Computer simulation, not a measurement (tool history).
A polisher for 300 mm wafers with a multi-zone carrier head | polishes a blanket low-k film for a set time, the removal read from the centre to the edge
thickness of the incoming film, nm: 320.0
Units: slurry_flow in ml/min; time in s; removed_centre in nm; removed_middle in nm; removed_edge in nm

run  hour  slurry_flow  centre_zone  middle_zone  edge_zone  slurry_solids  time  removed_centre  removed_middle  removed_edge
  1   0.0          260         1.00         1.00       1.00           1.00    44          17.192          16.580        16.637
  2   7.3          260         1.00         1.00       1.00           0.80    44          15.247          14.544        14.662
  3  10.7          250         0.96         1.00       0.96           0.80    44          14.444          14.674        14.419
  4  16.6          250         0.91         1.00       0.96           0.80    44          13.997          14.408        14.528
  5  22.6          250         0.91         1.06       0.96           0.80    44          13.997          15.394        14.384
  6  29.5          290         0.91         1.06       0.96           0.80    44          14.111          15.809        14.513

Forecast run 7:
  7  36.2          280         0.89         1.04       0.93           0.75    44               ?               ?             ?

removed_centre: 13.168 nm
removed_middle: 14.763 nm
removed_edge: 13.723 nm
